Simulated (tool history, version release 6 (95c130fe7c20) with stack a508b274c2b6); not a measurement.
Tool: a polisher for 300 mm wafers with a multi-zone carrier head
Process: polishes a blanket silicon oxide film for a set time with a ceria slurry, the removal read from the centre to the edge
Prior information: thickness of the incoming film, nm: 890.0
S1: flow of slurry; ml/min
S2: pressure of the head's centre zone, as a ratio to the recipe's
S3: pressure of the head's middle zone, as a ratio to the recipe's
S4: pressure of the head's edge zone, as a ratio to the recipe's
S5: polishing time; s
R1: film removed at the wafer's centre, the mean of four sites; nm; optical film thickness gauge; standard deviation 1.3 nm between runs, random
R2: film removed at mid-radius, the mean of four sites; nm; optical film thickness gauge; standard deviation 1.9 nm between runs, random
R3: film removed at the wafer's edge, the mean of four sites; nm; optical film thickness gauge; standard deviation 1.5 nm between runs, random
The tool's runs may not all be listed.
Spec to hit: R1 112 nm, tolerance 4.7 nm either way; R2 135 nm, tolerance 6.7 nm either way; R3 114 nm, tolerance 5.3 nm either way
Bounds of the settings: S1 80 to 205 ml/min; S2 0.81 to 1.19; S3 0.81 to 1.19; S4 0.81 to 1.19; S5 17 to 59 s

| run | hour | S1 | S2 | S3 | S4 | S5 | R1 | R2 | R3 |
|---|---|---|---|---|---|---|---|---|---|
| 1 | 0 | 135 | 1 | 1 | 1 | 38 | 233.16 | 227.04 | 226.34 |
| 2 | 2.2 | 125 | 0.97 | 1.03 | 0.95 | 31 | 184.04 | 179.28 | 178.43 |
| 3 | 7.9 | 105 | 0.97 | 1.03 | 0.95 | 31 | 172.57 | 173.4 | 171.27 |
| 4 | 13.7 | 95 | 0.94 | 1.08 | 0.9 | 28 | 145.29 | 159.02 | 150.25 |
| 5 | 16.2 | 95 | 0.94 | 1.12 | 0.87 | 25 | 131.45 | 150.95 | 130.62 |
| 6 | 17 | 95 | 0.93 | 1.12 | 0.86 | 24 | 126.45 | 145.21 | 123.69 |
| 7 | 25.9 | 95 | 0.91 | 1.12 | 0.85 | 24 | 121.01 | 138.91 | 120.38 |
|  | 31.5 | centre zone pressure recalibrated |
| 8 | 31.5 | 85 | 0.87 | 1.16 | 0.81 | 24 | 103.46 | 139.18 | 115 |

Of the 5 settings listed for the next run, only one would bring every result within its allowed miss of target. Which one?
| A | 37.1 | 95 | 0.92 | 1.11 | 0.81 | 23 | ? | ? | ? |
| B | 37.1 | 95 | 0.86 | 1.18 | 0.88 | 21 | ? | ? | ? |
| C | 37.1 | 125 | 0.87 | 1.19 | 0.81 | 21 | ? | ? | ? |
| D | 37.1 | 115 | 0.87 | 1.1 | 0.85 | 21 | ? | ? | ? |
| E | 37.1 | 85 | 0.86 | 1.13 | 0.81 | 24 | ? | ? | ? |

| move | R1 | R2 | R3 |
|---|---|---|---|
| A | 111.08 | 133.18 | 114.67 |
| B | 94.794 | 128.2 | 108.53 |
| C | 105.43 | 140.27 | 110.67 |
| D | 102.72 | 128.18 | 111.43 |
| E | 103.13 | 135.35 | 116.37 |
A: each result inside its tolerance
B: moves away from the targets compared with the last run
C: nearer the targets than the last run, but a result is still out of spec
D: moves away from the targets compared with the last run
E: neither nearer nor further off than the last run
Correct choice: A, which meets every target
